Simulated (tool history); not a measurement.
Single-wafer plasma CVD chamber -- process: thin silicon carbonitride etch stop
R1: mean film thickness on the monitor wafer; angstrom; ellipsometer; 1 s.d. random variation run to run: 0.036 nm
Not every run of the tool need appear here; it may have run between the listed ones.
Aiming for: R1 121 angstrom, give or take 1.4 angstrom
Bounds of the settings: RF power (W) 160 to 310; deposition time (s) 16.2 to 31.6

Run 1, day 0: RF power (W) 235, deposition time (s) 23.9. Result: R1 150.93 angstrom.
Run 2, day 0.171: RF power (W) 220, deposition time (s) 23.9. Result: R1 149.14 angstrom.
Run 3, day 0.292: RF power (W) 220, deposition time (s) 26.7. Result: R1 166.74 angstrom.
Run 4, day 0.642: RF power (W) 205, deposition time (s) 25.1. Result: R1 155.27 angstrom.
Run 5, day 0.967: RF power (W) 220, deposition time (s) 25.1. Result: R1 156.42 angstrom.
Run 6, day 1.104: RF power (W) 210, deposition time (s) 23.7. Result: R1 146.64 angstrom.
Run 7, day 1.279: RF power (W) 200, deposition time (s) 22.7. Result: R1 139.34 angstrom.
Run 8, day 1.596: RF power (W) 190, deposition time (s) 22. Result: R1 134.43 angstrom.
Run 9, day 1.829: RF power (W) 185, deposition time (s) 21.5. Result: R1 130.31 angstrom.
Run 10, day 2.112: RF power (W) 180, deposition time (s) 21.2. Result: R1 128.49 angstrom.
Run 11, day 2.321: RF power (W) 175, deposition time (s) 20.9. Result: R1 125.21 angstrom.

Of the 5 settings listed for the next run, only one would bring every result within its allowed miss of target. Which one?
Run A, day 2.529: RF power (W) 160, deposition time (s) 19.9. Result: R1 ?.
Run B, day 2.529: RF power (W) 160, deposition time (s) 19.8. Result: R1 ?.
Run C, day 2.529: RF power (W) 180, deposition time (s) 19.7. Result: R1 ?.
Run D, day 2.529: RF power (W) 180, deposition time (s) 20. Result: R1 ?.
Run E, day 2.529: RF power (W) 170, deposition time (s) 20.6. Result: R1 ?.

move      R1
   A  118.32
   B  117.72
   C   119.3
   D  121.12
   E  123.63
A: takes the result that was furthest off past its target
B: takes the result that was furthest off past its target
C: takes the result that was furthest off past its target
D: hits every target within its allowed miss
E: nearer the targets than the last run, but a result is still out of spec
D is the move that brings every result within its allowed miss.
